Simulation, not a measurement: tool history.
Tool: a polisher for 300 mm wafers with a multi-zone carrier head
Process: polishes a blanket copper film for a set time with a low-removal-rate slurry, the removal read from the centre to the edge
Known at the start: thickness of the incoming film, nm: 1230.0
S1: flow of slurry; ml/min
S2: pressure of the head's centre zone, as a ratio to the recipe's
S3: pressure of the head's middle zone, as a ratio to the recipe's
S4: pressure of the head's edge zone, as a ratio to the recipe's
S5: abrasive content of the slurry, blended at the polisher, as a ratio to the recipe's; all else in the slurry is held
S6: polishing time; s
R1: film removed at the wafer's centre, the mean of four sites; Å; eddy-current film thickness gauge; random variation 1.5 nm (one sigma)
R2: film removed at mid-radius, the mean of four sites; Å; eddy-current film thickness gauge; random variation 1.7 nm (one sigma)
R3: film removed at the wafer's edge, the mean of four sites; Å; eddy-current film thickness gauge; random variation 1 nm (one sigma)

run  hour   S1    S2    S3    S4    S5  S6      R1      R2      R3
  1     0  195     1     1     1     1  45  1706.8  1759.4  1619.1
  2   4.2  190     1  0.98  1.01  0.95  45  1634.8  1661.8  1615.2
  3  10.3  190     1  0.98  1.01  0.95  38  1403.5  1380.7  1348.6
  4    15  190     1  0.97  1.02  0.95  38  1356.4  1403.8  1370.5
  5  22.9  190  1.01  0.95  1.02  0.95  38  1427.9  1370.1  1346.2
  6  26.1  190  1.01  0.95  1.06  0.95  38  1408.4  1359.3  1390.8

The next listed run, before its measurement:
  7  34.6  190  1.01  0.94  1.07  0.95  38   ?   ?   ?

Run 7 gave R1 1403.1 Å, R2 1364.8 Å, R3 1386 Å.
